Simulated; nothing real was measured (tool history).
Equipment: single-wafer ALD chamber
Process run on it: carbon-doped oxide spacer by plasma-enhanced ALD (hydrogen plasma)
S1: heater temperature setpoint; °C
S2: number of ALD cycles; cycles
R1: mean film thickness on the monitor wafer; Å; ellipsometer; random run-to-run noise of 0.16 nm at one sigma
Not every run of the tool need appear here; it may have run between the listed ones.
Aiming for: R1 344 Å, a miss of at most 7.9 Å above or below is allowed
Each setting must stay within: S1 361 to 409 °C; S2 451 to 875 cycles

{"run": 1, "day": 0.0, "S1": 385, "S2": 663, "R1": 301.52}
{"run": 2, "day": 0.325, "S1": 385, "S2": 673, "R1": 307.03}
{"run": 3, "day": 0.483, "S1": 385, "S2": 627, "R1": 286.33}
{"run": 4, "day": 0.517, "S1": 385, "S2": 556, "R1": 253.86}
{"run": 5, "day": 0.662, "S1": 385, "S2": 520, "R1": 237.31}
{"run": 6, "day": 0.762, "S1": 381, "S2": 520, "R1": 237.62}
{"run": 7, "day": 0.867, "S1": 381, "S2": 544, "R1": 247.3}
{"run": 8, "day": 0.912, "S1": 381, "S2": 566, "R1": 255.98}
{"run": 9, "day": 1.104, "S1": 381, "S2": 672, "R1": 308.82}
{"run": 10, "day": 1.4, "S1": 381, "S2": 679, "R1": 309.43}
{"run": 11, "day": 1.658, "S1": 381, "S2": 686, "R1": 311.12}
{"run": 12, "day": 1.842, "S1": 381, "S2": 693, "R1": 318.84}

Next run, 5 choices. One meets every target within its allowed miss, the rest don't. Which?
{"run": "A", "day": 2.025, "S1": 386, "S2": 751, "R1": "?"}
{"run": "B", "day": 2.025, "S1": 382, "S2": 789, "R1": "?"}
{"run": "C", "day": 2.025, "S1": 382, "S2": 677, "R1": "?"}
{"run": "D", "day": 2.025, "S1": 363, "S2": 644, "R1": "?"}
{"run": "E", "day": 2.025, "S1": 372, "S2": 668, "R1": "?"}

move=A R1=340.51
move=B R1=357.74
move=C R1=306.95
move=D R1=291.99
move=E R1=302.87
A: meets every target
B: carries the result that was furthest off beyond its target, to the other side
C: the biggest miss grows against the last run
D: the biggest miss grows against the last run
E: the biggest miss grows against the last run
Go with A: it meets all targets.

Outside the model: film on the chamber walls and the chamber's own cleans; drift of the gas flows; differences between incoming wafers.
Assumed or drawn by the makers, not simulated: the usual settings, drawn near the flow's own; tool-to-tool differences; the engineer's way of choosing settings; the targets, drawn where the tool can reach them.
